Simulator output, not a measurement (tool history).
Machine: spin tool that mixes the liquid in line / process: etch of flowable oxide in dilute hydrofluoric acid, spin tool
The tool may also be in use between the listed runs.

| run | hour | temperature setpoint of the liquid (K) | parts of water to one part of 49 % hydrofluoric acid (parts by volume) | time under the liquid (s) | thickness taken off the flowable oxide on a monitor wafer (nm) |
|---|---|---|---|---|---|
| 1 | 0.0 | 299.15 | 70 | 120 | 61.726 |
| 2 | 1.8 | 300.65 | 65 | 120 | 70.828 |
| 3 | 6.8 | 301.65 | 60 | 120 | 80.191 |
| 4 | 13.2 | 302.65 | 60 | 120 | 83.076 |
| 5 | 20.3 | 299.65 | 60 | 120 | 73.945 |
| 6 | 26.8 | 299.65 | 60 | 130 | 79.840 |
| 7 | 31.5 | 301.15 | 60 | 130 | 85.254 |
| 8 | 36.0 | 302.15 | 60 | 130 | 89.426 |
| 9 | 41.9 | 303.15 | 60 | 130 | 92.204 |
| 10 | 42.9 | 303.65 | 60 | 130 | 93.992 |

Run 11 is up next; what results do you expect?
| 11 | 44.5 | 304.15 | 60 | 130 | ? |

thickness taken off the flowable oxide on a monitor wafer (nm): 96.643
